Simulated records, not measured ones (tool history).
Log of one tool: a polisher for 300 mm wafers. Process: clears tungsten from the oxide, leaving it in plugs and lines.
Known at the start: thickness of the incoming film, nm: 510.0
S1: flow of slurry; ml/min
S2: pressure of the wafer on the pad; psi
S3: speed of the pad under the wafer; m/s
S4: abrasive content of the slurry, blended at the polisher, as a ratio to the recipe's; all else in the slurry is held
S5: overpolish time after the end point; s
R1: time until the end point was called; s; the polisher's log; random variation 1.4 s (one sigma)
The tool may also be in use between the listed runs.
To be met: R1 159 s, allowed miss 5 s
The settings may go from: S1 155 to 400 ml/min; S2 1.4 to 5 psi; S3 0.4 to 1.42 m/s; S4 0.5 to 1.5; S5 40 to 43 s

Run 1, hour 0: S1 255 ml/min, S2 3.2 psi, S3 0.9 m/s, S4 1, S5 40 s. Result: R1 120.31 s.
Run 2, hour 2.9: S1 255 ml/min, S2 3.1 psi, S3 0.9 m/s, S4 1, S5 40 s. Result: R1 126.1 s.
Run 3, hour 7.6: S1 255 ml/min, S2 3.1 psi, S3 0.9 m/s, S4 1.15, S5 40 s. Result: R1 122.74 s.
Run 4, hour 15.5: S1 255 ml/min, S2 3.1 psi, S3 0.9 m/s, S4 1.15, S5 40 s. Result: R1 121.79 s.
Run 5, hour 19.7: S1 220 ml/min, S2 3.1 psi, S3 0.9 m/s, S4 1.15, S5 40 s. Result: R1 126.29 s.
Run 6, hour 21.7: S1 220 ml/min, S2 3.7 psi, S3 0.9 m/s, S4 1.15, S5 40 s. Result: R1 106.65 s.
Run 7, hour 26.2: S1 215 ml/min, S2 2.8 psi, S3 0.88 m/s, S4 1.15, S5 40 s. Result: R1 141.81 s.
Run 8, hour 27.6: S1 210 ml/min, S2 2.4 psi, S3 0.88 m/s, S4 1.15, S5 40 s. Result: R1 163.38 s.

Which of these 5 next moves meets every target?
Run A, hour 29: S1 265 ml/min, S2 2.3 psi, S3 0.86 m/s, S4 1.25, S5 43 s. Result: R1 ?.
Run B, hour 29: S1 170 ml/min, S2 2.6 psi, S3 0.8 m/s, S4 1.2, S5 43 s. Result: R1 ?.
Run C, hour 29: S1 225 ml/min, S2 2.4 psi, S3 0.82 m/s, S4 1.15, S5 43 s. Result: R1 ?.
Run D, hour 29: S1 230 ml/min, S2 2.3 psi, S3 0.82 m/s, S4 1.15, S5 43 s. Result: R1 ?.
Run E, hour 29: S1 250 ml/min, S2 2.5 psi, S3 0.86 m/s, S4 1.15, S5 43 s. Result: R1 ?.

move      R1
   A  166.42
   B  170.61
   C  173.29
   D  179.93
   E  157.08
A: further off than the last run
B: further off than the last run
C: further off than the last run
D: further off than the last run
E: meets every target
The right move is E.
